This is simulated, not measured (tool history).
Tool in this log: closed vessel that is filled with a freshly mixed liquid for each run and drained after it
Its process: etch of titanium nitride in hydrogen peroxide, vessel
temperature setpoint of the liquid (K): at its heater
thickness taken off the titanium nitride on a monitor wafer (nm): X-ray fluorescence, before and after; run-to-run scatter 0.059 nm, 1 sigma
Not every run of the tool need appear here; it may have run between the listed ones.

run	day	temperature setpoint of the liquid (K)	concentration of hydrogen peroxide in the mixed liquid (% by weight)	time in the liquid (s)	thickness taken off the titanium nitride on a monitor wafer (nm)
1	0	322.15	22.5	65	3.2925
2	0.333	322.15	20.5	65	3.2174
3	0.421	322.15	20.5	65	3.1632
4	0.596	326.65	20.5	65	4.3775
5	0.846	327.65	20.5	65	4.6845
# day 1.042: peroxide flow meter replaced
6	1.042	321.65	20.5	65	3.0926

Estimate the outcome of run 7 from the log above:
7	1.279	323.15	20.5	65	?

{"run 7": {"thickness taken off the titanium nitride on a monitor wafer (nm)": 3.469}}
